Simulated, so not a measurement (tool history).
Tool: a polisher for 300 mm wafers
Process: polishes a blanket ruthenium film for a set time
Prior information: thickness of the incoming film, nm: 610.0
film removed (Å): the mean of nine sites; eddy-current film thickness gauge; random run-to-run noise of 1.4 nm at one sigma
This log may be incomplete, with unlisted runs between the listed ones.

run    day  flow of slurry (ml/min)  pressure of the wafer on the pad (kPa)  speed of the pad under the wafer (cm/s)  polishing time (s)  film removed (Å)
  1  0.000                      130                                    15.2                                      110                  49            532.31
  2  0.192                      130                                    16.5                                      110                  49            588.14
  3  0.512                      130                                    17.9                                      110                  49            620.28
  4  0.862                      100                                    17.9                                      110                  49            579.23
  5  1.150                      100                                    14.5                                      110                  49            475.75
  6  1.442                       85                                    14.5                                      110                  49            448.14
     1.604  -- worn pad replaced by a new one
  7  1.604                       95                                    15.9                                      110                  49            561.23

Run 8 is up next; what results do you expect?
  8  1.971                       95                                    17.2                                      110                  49                 ?

Logged for run 8: film removed (Å) 601.33.
